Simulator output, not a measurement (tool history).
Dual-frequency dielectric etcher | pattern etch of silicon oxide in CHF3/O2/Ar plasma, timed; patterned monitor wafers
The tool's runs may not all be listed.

run  hour  source power (kW)  bias power (kW)  etch time (s)  mean etch depth across the wafer (angstrom)
  1     0               0.73            0.166            579                                        11100
  2   4.1               0.63            0.143            579                                       9648.8
  3   7.7               0.69            0.143            579                                        10096
  4  14.6                0.6            0.143            579                                       9483.9
  5  23.6               0.55            0.138            579                                       8795.5
  6  29.5               0.53            0.138            579                                       8626.5
  7    37               0.51            0.138            579                                       8444.7

Estimate the outcome of run 8 from the log above:
  8  40.4                0.5            0.138            579                                            ?

{"run 8": {"mean etch depth across the wafer (angstrom)": 8369.5}}
